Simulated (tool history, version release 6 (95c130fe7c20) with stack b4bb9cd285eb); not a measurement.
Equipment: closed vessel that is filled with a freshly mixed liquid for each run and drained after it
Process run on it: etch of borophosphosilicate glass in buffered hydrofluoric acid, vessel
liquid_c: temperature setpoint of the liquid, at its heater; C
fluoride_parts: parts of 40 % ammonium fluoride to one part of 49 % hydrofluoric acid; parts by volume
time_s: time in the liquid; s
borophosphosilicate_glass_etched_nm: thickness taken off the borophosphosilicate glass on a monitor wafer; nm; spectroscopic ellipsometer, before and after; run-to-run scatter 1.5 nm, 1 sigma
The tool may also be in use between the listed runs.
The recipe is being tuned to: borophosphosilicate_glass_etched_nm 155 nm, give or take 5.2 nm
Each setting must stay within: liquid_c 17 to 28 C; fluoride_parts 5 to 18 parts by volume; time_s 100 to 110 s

run  hour  liquid_c  fluoride_parts  time_s  borophosphosilicate_glass_etched_nm
  1     0        20              11     100                               208.61
  2   6.1        20              12     100                               190.38
  3   6.9        19              12     100                               180.05
  4    14        19            10.5     100                                205.6
  5  15.1      18.5              11     100                               188.31
  6  20.7      18.5            12.5     100                               168.02
  7  27.7      18.5            12.5     100                                168.6
  8  32.9        18            12.5     100                               160.92

Exactly one of the 5 candidate moves below puts every result within its allowed miss. Which one?
  A  38.1      17.5            11.5     100                                    ?
  B  38.1        19            14.5     110                                    ?
  C  38.1      19.5              15     105                                    ?
  D  38.1      17.5              12     100                                    ?
  E  38.1        17              12     105                                    ?

move  borophosphosilicate_glass_etched_nm
   A                               171.29
   B                               163.02
   C                               154.73
   D                               164.26
   E                               167.68
A: its largest miss is bigger than the last run's
B: its largest miss is bigger than the last run's
C: every result within its allowed miss
D: its largest miss is bigger than the last run's
E: its largest miss is bigger than the last run's
Answer: C
